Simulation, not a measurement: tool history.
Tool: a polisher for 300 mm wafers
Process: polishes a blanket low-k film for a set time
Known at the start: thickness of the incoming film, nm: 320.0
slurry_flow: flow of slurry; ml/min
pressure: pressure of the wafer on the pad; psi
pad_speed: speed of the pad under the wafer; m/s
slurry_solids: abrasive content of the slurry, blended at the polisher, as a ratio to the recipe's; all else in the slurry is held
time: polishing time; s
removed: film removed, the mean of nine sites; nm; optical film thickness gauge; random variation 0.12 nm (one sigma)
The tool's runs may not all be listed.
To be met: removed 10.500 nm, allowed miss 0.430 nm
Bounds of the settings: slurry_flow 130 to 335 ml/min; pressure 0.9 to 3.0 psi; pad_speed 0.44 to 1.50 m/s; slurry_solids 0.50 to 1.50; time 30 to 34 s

run,hour,slurry_flow,pressure,pad_speed,slurry_solids,time,removed
1,0.0,215,1.9,0.96,1.00,34,12.507
2,8.0,265,1.9,0.96,1.00,34,12.767
3,15.9,285,1.9,0.96,1.00,34,13.009
4,22.2,285,1.9,0.96,1.20,34,13.774
5,28.2,285,1.9,1.10,1.20,34,15.232
6,32.3,285,1.8,1.10,1.20,34,14.416
7,35.6,285,1.8,1.10,1.20,34,14.603
8,41.0,285,1.7,1.10,1.20,34,13.950
9,48.7,285,1.6,1.10,1.20,34,13.368
10,55.0,285,1.5,1.10,1.20,34,12.299
11,58.7,285,1.4,1.10,1.20,34,11.634
12,65.4,285,1.3,1.10,1.20,34,10.894

Which of these 5 next moves meets every target?
A,72.1,295,1.4,1.16,1.20,33,?
B,72.1,290,1.4,1.12,1.10,34,?
C,72.1,270,1.4,1.06,1.20,34,?
D,72.1,285,1.5,1.04,1.15,33,?
E,72.1,310,1.2,1.24,1.10,33,?

move,removed
A,11.891
B,11.530
C,11.417
D,11.483
E,10.584
A: further off than the last run
B: further off than the last run
C: further off than the last run
D: further off than the last run
E: meets every target
The right move is E.
